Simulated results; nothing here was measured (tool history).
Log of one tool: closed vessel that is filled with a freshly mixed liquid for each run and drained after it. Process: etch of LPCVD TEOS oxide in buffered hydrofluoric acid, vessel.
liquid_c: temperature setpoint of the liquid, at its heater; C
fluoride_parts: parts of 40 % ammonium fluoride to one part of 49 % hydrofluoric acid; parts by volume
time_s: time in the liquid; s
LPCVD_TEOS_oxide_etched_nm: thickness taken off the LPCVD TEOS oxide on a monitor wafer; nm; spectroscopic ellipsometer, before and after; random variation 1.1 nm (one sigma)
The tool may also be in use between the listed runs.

run    day  liquid_c  fluoride_parts  time_s  LPCVD_TEOS_oxide_etched_nm
  1  0.000      24.0            21.0      85                     106.010
  2  0.071      24.5            21.0      85                     109.180
  3  0.367      25.0            21.0      85                     114.450
  4  0.442      25.0            21.0      85                     113.050
  5  0.804      25.0            27.0      85                      96.164
  6  1.062      25.0            27.0      95                     106.510
  7  1.117      25.5            27.0      95                     109.100

Forecast run 8:
  8  1.179      26.0            27.0      95                           ?

{"run 8": {"LPCVD_TEOS_oxide_etched_nm": 113.32}}
